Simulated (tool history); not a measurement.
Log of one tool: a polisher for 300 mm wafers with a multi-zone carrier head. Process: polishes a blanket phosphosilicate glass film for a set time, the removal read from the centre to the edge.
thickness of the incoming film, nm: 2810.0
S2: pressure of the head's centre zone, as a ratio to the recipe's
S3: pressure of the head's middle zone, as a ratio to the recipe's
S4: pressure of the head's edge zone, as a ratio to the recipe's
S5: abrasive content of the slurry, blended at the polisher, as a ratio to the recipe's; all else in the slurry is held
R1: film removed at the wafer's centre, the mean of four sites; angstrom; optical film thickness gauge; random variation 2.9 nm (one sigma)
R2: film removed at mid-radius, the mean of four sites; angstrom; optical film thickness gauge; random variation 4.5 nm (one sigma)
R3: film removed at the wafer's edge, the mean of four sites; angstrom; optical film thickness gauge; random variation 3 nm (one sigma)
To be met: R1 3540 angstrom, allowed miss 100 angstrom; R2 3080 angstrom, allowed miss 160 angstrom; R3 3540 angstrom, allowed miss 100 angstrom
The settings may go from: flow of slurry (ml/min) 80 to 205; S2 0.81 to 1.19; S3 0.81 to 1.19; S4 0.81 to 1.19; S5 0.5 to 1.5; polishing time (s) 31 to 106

{"run": 1, "hour": 0.0, "flow of slurry (ml/min)": 135, "S2": 1, "S3": 1, "S4": 1, "S5": 1, "polishing time (s)": 68, "R1": 4347.7, "R2": 4420.8, "R3": 4425.1}
{"run": 2, "hour": 1.6, "flow of slurry (ml/min)": 135, "S2": 1.06, "S3": 1, "S4": 1, "S5": 1, "polishing time (s)": 68, "R1": 4661.4, "R2": 4521.7, "R3": 4346.7}
{"run": 3, "hour": 3.0, "flow of slurry (ml/min)": 135, "S2": 1.06, "S3": 1, "S4": 1, "S5": 1, "polishing time (s)": 55, "R1": 3734.2, "R2": 3613.4, "R3": 3549.9}
{"run": 4, "hour": 10.5, "flow of slurry (ml/min)": 135, "S2": 1.06, "S3": 0.95, "S4": 1, "S5": 1, "polishing time (s)": 55, "R1": 3728.9, "R2": 3453.3, "R3": 3565.4}
{"run": 5, "hour": 14.6, "flow of slurry (ml/min)": 135, "S2": 1.06, "S3": 0.95, "S4": 1.04, "S5": 1, "polishing time (s)": 55, "R1": 3714.5, "R2": 3520.1, "R3": 3570.6}
{"run": 6, "hour": 17.4, "flow of slurry (ml/min)": 130, "S2": 1.06, "S3": 0.93, "S4": 1.03, "S5": 1, "polishing time (s)": 55, "R1": 3674.7, "R2": 3357.6, "R3": 3557.9}
{"run": 7, "hour": 26.4, "flow of slurry (ml/min)": 125, "S2": 1.06, "S3": 0.92, "S4": 1.03, "S5": 1, "polishing time (s)": 55, "R1": 3664.5, "R2": 3234.6, "R3": 3553.9}
{"run": 8, "hour": 28.9, "flow of slurry (ml/min)": 120, "S2": 1.06, "S3": 0.92, "S4": 1.03, "S5": 1, "polishing time (s)": 55, "R1": 3591.7, "R2": 3281.7, "R3": 3475.7}
{"run": 9, "hour": 36.3, "flow of slurry (ml/min)": 120, "S2": 1.06, "S3": 0.91, "S4": 1.03, "S5": 1, "polishing time (s)": 55, "R1": 3646.7, "R2": 3158.8, "R3": 3532.1}

Which of these 5 next moves meets every target?
{"run": "A", "hour": 43.7, "flow of slurry (ml/min)": 130, "S2": 1.06, "S3": 0.89, "S4": 1, "S5": 1.1, "polishing time (s)": 51, "R1": "?", "R2": "?", "R3": "?"}
{"run": "B", "hour": 43.7, "flow of slurry (ml/min)": 95, "S2": 1.11, "S3": 0.86, "S4": 1, "S5": 0.95, "polishing time (s)": 60, "R1": "?", "R2": "?", "R3": "?"}
{"run": "C", "hour": 43.7, "flow of slurry (ml/min)": 155, "S2": 0.92, "S3": 0.98, "S4": 1, "S5": 0.95, "polishing time (s)": 55, "R1": "?", "R2": "?", "R3": "?"}
{"run": "D", "hour": 43.7, "flow of slurry (ml/min)": 115, "S2": 1.09, "S3": 0.89, "S4": 1.01, "S5": 1.1, "polishing time (s)": 54, "R1": "?", "R2": "?", "R3": "?"}
{"run": "E", "hour": 43.7, "flow of slurry (ml/min)": 130, "S2": 1.04, "S3": 0.86, "S4": 1.06, "S5": 0.95, "polishing time (s)": 55, "R1": "?", "R2": "?", "R3": "?"}

move=A R1=3543 R2=3042.2 R3=3393.8
move=B R1=3692.9 R2=2983.6 R3=3526.5
move=C R1=3255.5 R2=3476.7 R3=3532.8
move=D R1=3720.3 R2=3119.6 R3=3531.2
move=E R1=3523.2 R2=2998.4 R3=3541.9
A: brings the result that was furthest off to its target, and leaves another outside
B: further off than the last run
C: takes the result that was furthest off past its target
D: further off than the last run
E: meets every target
Answer: E
